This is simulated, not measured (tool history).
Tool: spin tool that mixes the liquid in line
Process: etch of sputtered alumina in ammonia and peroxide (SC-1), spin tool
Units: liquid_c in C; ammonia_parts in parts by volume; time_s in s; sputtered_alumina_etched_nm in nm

| run | hour | liquid_c | ammonia_parts | time_s | sputtered_alumina_etched_nm |
|---|---|---|---|---|---|
| 1 | 0 | 63 | 0.75 | 15 | 1.9001 |
| 2 | 5.1 | 64.5 | 0.75 | 15 | 2.0234 |
| 3 | 10.8 | 64.5 | 0.75 | 15 | 2.0312 |
| 4 | 17.8 | 70 | 0.75 | 15 | 2.6569 |
| 5 | 19.5 | 63 | 0.75 | 15 | 1.8931 |
| 6 | 28.1 | 63 | 0.95 | 15 | 1.9076 |
| 7 | 31 | 63 | 0.95 | 15 | 1.915 |

The next listed run, before its measurement:
| 8 | 38.2 | 64.5 | 0.95 | 15 | ? |

Run 8 gave sputtered_alumina_etched_nm 2.0729 nm.
